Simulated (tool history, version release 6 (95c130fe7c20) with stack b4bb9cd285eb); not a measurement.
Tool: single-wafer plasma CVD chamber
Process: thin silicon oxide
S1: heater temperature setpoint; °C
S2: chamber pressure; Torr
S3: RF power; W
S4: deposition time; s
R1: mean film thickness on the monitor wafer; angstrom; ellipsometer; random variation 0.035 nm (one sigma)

Run 1, hour 0: S1 405 °C, S2 0.577 Torr, S3 350 W, S4 12.19 s. Result: R1 144.82 angstrom.
Run 2, hour 0.9: S1 405 °C, S2 0.577 Torr, S3 310 W, S4 12.19 s. Result: R1 137.74 angstrom.
Run 3, hour 9.3: S1 405 °C, S2 0.577 Torr, S3 355 W, S4 12.19 s. Result: R1 144.06 angstrom.
Run 4, hour 15.5: S1 405 °C, S2 0.577 Torr, S3 355 W, S4 12.56 s. Result: R1 148.12 angstrom.
Run 5, hour 20.5: S1 405 °C, S2 0.577 Torr, S3 355 W, S4 12.56 s. Result: R1 148.66 angstrom.
Run 6, hour 27.9: S1 405 °C, S2 0.577 Torr, S3 315 W, S4 12.56 s. Result: R1 141.56 angstrom.
Run 7, hour 31.9: S1 405 °C, S2 0.541 Torr, S3 315 W, S4 12.56 s. Result: R1 133.6 angstrom.
Run 8, hour 37: S1 405 °C, S2 0.51 Torr, S3 315 W, S4 12.56 s. Result: R1 126.77 angstrom.
Run 9, hour 39.9: S1 405 °C, S2 0.485 Torr, S3 315 W, S4 12.56 s. Result: R1 120.77 angstrom.

Forecast run 10:
Run 10, hour 40.8: S1 405 °C, S2 0.467 Torr, S3 315 W, S4 12.56 s. Result: R1 ?.

{"run 10": {"R1": 116.28}}
